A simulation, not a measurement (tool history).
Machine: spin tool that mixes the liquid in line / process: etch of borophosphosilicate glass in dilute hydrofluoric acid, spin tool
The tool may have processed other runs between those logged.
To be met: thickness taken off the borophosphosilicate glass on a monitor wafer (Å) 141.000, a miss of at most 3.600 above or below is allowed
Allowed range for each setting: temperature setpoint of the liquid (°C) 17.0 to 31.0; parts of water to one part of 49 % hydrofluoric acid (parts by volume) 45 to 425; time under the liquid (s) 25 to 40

run,hour,temperature setpoint of the liquid (°C),parts of water to one part of 49 % hydrofluoric acid (parts by volume),time under the liquid (s),thickness taken off the borophosphosilicate glass on a monitor wafer (Å)
1,0.0,23.0,235,40,107.210
2,3.3,23.0,285,40,83.387
3,5.5,20.5,285,40,77.323
4,9.5,19.0,285,40,72.768
5,17.2,19.0,365,40,52.542
6,23.9,23.0,315,40,74.195
7,27.2,27.0,220,40,133.850
8,28.8,27.5,220,40,137.300
9,30.8,27.5,220,40,136.190

Pick the move, out of 4, that brings all results within their allowed miss; only one does.
A,32.8,29.0,220,35,?
B,32.8,28.0,230,40,?
C,32.8,25.0,210,40,?
D,32.8,26.5,140,25,?

move,thickness taken off the borophosphosilicate glass on a monitor wafer (Å)
A,127.370
B,132.930
C,133.420
D,143.000
A: lands further from the targets than the last run did
B: lands further from the targets than the last run did
C: lands further from the targets than the last run did
D: in spec on every target
Go with D: it meets all targets.
